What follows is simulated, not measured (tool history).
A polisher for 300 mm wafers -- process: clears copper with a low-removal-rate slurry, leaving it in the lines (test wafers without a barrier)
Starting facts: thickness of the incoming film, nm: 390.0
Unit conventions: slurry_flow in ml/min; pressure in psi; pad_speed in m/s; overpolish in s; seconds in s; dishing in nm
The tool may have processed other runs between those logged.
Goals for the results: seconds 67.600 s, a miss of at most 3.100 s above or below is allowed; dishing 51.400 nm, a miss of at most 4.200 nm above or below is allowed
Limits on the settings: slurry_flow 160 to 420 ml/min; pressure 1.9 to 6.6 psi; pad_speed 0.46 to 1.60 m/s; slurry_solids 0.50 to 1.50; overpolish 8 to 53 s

{"run": 1, "hour": 0.0, "slurry_flow": 270, "pressure": 4.2, "pad_speed": 1.02, "slurry_solids": 1.0, "overpolish": 27, "seconds": 105.44, "dishing": 46.64}
{"run": 2, "hour": 6.2, "slurry_flow": 270, "pressure": 4.2, "pad_speed": 0.86, "slurry_solids": 1.0, "overpolish": 27, "seconds": 122.93, "dishing": 44.222}
{"run": 3, "hour": 11.5, "slurry_flow": 270, "pressure": 3.8, "pad_speed": 0.86, "slurry_solids": 1.0, "overpolish": 27, "seconds": 133.66, "dishing": 39.421}
{"run": 4, "hour": 18.9, "slurry_flow": 270, "pressure": 3.8, "pad_speed": 0.86, "slurry_solids": 1.2, "overpolish": 27, "seconds": 128.5, "dishing": 41.806}
{"run": 5, "hour": 27.0, "slurry_flow": 270, "pressure": 3.8, "pad_speed": 0.86, "slurry_solids": 1.2, "overpolish": 37, "seconds": 130.4, "dishing": 50.296}
{"run": 6, "hour": 28.1, "slurry_flow": 270, "pressure": 4.3, "pad_speed": 0.88, "slurry_solids": 1.2, "overpolish": 32, "seconds": 114.26, "dishing": 51.385}
{"hour": 30.4, "done": "head pressure recalibrated"}
{"run": 7, "hour": 30.4, "slurry_flow": 270, "pressure": 4.7, "pad_speed": 0.9, "slurry_solids": 1.2, "overpolish": 27, "seconds": 112.08, "dishing": 45.451}
{"run": 8, "hour": 31.4, "slurry_flow": 270, "pressure": 5.1, "pad_speed": 0.96, "slurry_solids": 1.2, "overpolish": 25, "seconds": 98.177, "dishing": 48.415}
{"run": 9, "hour": 36.5, "slurry_flow": 275, "pressure": 6.3, "pad_speed": 1.04, "slurry_solids": 1.2, "overpolish": 13, "seconds": 75.174, "dishing": 37.199}

Below are 4 possible settings for the next run. Only one of them brings all results inside the allowed miss of their targets. Which is it?
{"run": "A", "hour": 41.6, "slurry_flow": 340, "pressure": 6.6, "pad_speed": 1.24, "slurry_solids": 1.0, "overpolish": 13, "seconds": "?", "dishing": "?"}
{"run": "B", "hour": 41.6, "slurry_flow": 220, "pressure": 6.6, "pad_speed": 1.14, "slurry_solids": 1.15, "overpolish": 19, "seconds": "?", "dishing": "?"}
{"run": "C", "hour": 41.6, "slurry_flow": 200, "pressure": 6.6, "pad_speed": 1.24, "slurry_solids": 1.3, "overpolish": 28, "seconds": "?", "dishing": "?"}
{"run": "D", "hour": 41.6, "slurry_flow": 280, "pressure": 6.3, "pad_speed": 1.02, "slurry_solids": 1.2, "overpolish": 17, "seconds": "?", "dishing": "?"}

move=A seconds=61.058 dishing=42.126
move=B seconds=66.720 dishing=50.538
move=C seconds=60.602 dishing=64.075
move=D seconds=75.597 dishing=43.593
A: closes in on the targets versus the last run, not all within tolerance yet
B: every result within its allowed miss
C: carries the result that was furthest off beyond its target, to the other side
D: closes in on the targets versus the last run, not all within tolerance yet
Answer: B
